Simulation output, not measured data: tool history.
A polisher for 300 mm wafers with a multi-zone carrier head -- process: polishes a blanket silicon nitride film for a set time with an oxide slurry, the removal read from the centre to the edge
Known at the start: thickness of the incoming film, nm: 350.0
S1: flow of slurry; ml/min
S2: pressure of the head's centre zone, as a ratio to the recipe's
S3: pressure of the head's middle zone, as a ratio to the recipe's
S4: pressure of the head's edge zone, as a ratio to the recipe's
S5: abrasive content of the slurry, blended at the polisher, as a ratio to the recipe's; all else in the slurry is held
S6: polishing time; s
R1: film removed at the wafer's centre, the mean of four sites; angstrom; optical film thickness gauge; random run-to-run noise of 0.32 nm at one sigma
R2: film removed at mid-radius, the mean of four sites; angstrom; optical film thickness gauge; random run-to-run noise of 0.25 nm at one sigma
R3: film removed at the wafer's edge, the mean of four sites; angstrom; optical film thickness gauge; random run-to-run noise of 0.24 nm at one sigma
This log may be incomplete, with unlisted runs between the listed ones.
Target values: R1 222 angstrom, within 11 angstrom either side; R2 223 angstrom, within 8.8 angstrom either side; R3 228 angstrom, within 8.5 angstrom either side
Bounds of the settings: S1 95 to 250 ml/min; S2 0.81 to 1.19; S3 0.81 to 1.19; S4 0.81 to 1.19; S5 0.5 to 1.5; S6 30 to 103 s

run	hour	S1	S2	S3	S4	S5	S6	R1	R2	R3
1	0	160	1	1	1	1	66	365.38	349.32	358.63
2	4	125	1	1	1	1	66	343.27	336.77	345.43
3	11.5	125	0.99	0.99	0.98	0.9	64	298.91	312.27	309.72
4	16.4	125	0.99	0.99	1.02	0.9	64	305.87	296.69	319.66
5	21.3	125	0.99	1.03	1.02	0.9	64	300.83	316.96	318.9
6	23.9	125	0.99	1	1	0.85	64	296.46	292.36	300.86
7	24.7	120	0.97	0.98	0.98	0.8	64	280.21	278.16	288.89
8	32.7	120	0.96	0.97	0.96	0.75	64	257.78	261.07	266.38
9	37.5	120	0.95	0.95	0.94	0.75	64	260.48	253.78	267.83
10	40.4	120	0.94	0.95	0.92	0.75	64	248.7	256.2	267.57
11	47.6	120	0.98	0.94	0.86	0.5	62	173.95	169.57	166.8
12	51.5	130	0.97	0.95	0.89	0.5	62	176.37	172.79	172.96

5 candidate next runs follow, results not yet known. Just one meets every target within its allowed miss. Identify it.
A	55.4	95	0.94	0.92	0.83	0.6	73	?	?	?
B	55.4	100	0.87	1.07	0.81	0.75	59	?	?	?
C	55.4	110	0.92	1.1	0.81	0.55	65	?	?	?
D	55.4	135	1.16	0.81	0.83	0.5	56	?	?	?
E	55.4	150	0.95	1.03	0.81	0.55	64	?	?	?

move	R1	R2	R3
A	224.58	223.83	228.02
B	207.15	252.16	222.4
C	186.26	219.17	187.53
D	188.55	136.44	151.36
E	202.23	216.48	192.75
A: every result within its allowed miss
B: puts the biggest miss on target and leaves a different result outside tolerance
C: closes in on the targets versus the last run, not all within tolerance yet
D: lands further from the targets than the last run did
E: closes in on the targets versus the last run, not all within tolerance yet
The right move is A.
